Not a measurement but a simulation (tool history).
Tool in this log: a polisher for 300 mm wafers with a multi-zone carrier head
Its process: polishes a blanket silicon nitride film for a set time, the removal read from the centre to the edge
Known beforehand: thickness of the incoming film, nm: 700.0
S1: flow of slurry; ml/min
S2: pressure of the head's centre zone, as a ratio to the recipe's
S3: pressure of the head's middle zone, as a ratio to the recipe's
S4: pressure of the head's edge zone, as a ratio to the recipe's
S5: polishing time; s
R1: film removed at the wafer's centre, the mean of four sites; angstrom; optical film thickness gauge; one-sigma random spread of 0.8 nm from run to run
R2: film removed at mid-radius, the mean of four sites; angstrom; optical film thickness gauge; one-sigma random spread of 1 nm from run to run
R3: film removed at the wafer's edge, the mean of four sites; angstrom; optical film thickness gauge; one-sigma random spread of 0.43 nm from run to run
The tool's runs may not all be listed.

run 1 hour=0.0 | S1=305 S2=1.00 S3=1.00 S4=1.00 S5=89 | R1=854.83 R2=816.73 R3=789.73
run 2 hour=3.4 | S1=305 S2=0.99 S3=1.00 S4=0.98 S5=87 | R1=833.02 R2=786.87 R3=762.79
run 3 hour=8.1 | S1=305 S2=1.05 S3=1.00 S4=0.98 S5=87 | R1=880.75 R2=785.69 R3=766.70
run 4 hour=13.9 | S1=305 S2=1.05 S3=1.00 S4=1.06 S5=87 | R1=871.33 R2=808.10 R3=805.05
run 5 hour=17.5 | S1=305 S2=1.03 S3=1.01 S4=1.04 S5=86 | R1=855.80 R2=777.65 R3=791.68
run 6 hour=18.5 | S1=300 S2=1.01 S3=1.01 S4=1.02 S5=85 | R1=822.99 R2=780.18 R3=757.02
run 7 hour=22.5 | S1=295 S2=0.99 S3=1.01 S4=1.01 S5=84 | R1=801.28 R2=787.51 R3=758.35
run 8 hour=26.8 | S1=295 S2=0.98 S3=1.01 S4=0.99 S5=83 | R1=776.70 R2=752.10 R3=746.27

Run 9 has not been measured yet. What should we expect?
-- hour=34.8 worn pad replaced by a new one
run 9 hour=34.8 | S1=300 S2=0.97 S3=1.03 S4=0.97 S5=82 | R1=? R2=? R3=?

Run 9 came out at R1 810.90 angstrom, R2 806.49 angstrom, R3 769.34 angstrom.
